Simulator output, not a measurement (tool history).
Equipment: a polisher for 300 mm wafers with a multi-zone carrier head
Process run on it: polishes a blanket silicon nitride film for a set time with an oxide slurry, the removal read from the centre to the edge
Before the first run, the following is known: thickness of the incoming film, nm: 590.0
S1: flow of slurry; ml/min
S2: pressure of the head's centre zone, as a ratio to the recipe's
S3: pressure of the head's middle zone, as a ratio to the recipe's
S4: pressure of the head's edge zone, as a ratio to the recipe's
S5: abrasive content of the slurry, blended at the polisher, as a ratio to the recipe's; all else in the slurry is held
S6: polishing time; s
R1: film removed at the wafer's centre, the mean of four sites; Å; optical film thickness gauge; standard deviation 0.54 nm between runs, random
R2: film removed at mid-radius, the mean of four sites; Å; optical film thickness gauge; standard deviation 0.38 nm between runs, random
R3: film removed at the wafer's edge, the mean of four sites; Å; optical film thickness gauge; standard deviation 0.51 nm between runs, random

run  hour   S1    S2    S3    S4    S5  S6      R1      R2      R3
  1     0  130     1     1     1     1  57  495.49  495.21  491.99
  2   3.8  130     1     1  1.05     1  57  490.06  504.48  498.43
  3   4.4  130     1  0.92  1.05     1  57  505.41  463.62  518.36
  4   5.6  125  0.99  0.93  1.03   0.9  57  460.68  448.28  476.84
  5  12.2  120  0.99  0.92  1.01  0.85  57  453.42  429.16  446.05
  6  15.2  115  0.97  0.91     1   0.8  57  410.17  406.62  446.67
  7  18.4  110  0.97  0.91  0.98  0.75  57  404.22  398.79  433.63
  8  24.2  110  0.97  0.91  0.98  0.75  57  393.62   397.5  414.08

For run 9, what comes out?
  9  26.2  105  0.97  0.91  0.97  0.75  57   ?   ?   ?

For run 9 the tool returned R1 410.62 Å, R2 389.18 Å, R3 407.61 Å.

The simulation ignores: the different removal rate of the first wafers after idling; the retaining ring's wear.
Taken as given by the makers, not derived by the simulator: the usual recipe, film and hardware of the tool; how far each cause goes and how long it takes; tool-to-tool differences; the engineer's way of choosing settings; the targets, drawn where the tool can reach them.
